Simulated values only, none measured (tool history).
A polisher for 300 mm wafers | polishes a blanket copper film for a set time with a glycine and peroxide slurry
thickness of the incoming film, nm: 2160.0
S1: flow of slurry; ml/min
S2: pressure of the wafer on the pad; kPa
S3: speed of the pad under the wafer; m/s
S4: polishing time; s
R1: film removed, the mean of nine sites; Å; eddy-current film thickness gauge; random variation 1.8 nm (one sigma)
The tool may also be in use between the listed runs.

run,hour,S1,S2,S3,S4,R1
1,0.0,240,16.5,0.96,35,1646.0
2,4.9,240,16.5,0.96,32,1484.8
3,11.8,270,16.5,0.96,32,1526.4
4,12.9,250,16.5,0.96,32,1515.2
5,14.1,250,16.5,1.20,32,1732.8
6,17.2,250,15.9,1.18,32,1684.4
7,18.1,250,15.2,1.16,32,1600.7

The next listed run, before its measurement:
8,23.0,250,11.0,1.12,32,?

{"run 8": {"R1": 1203.4}}
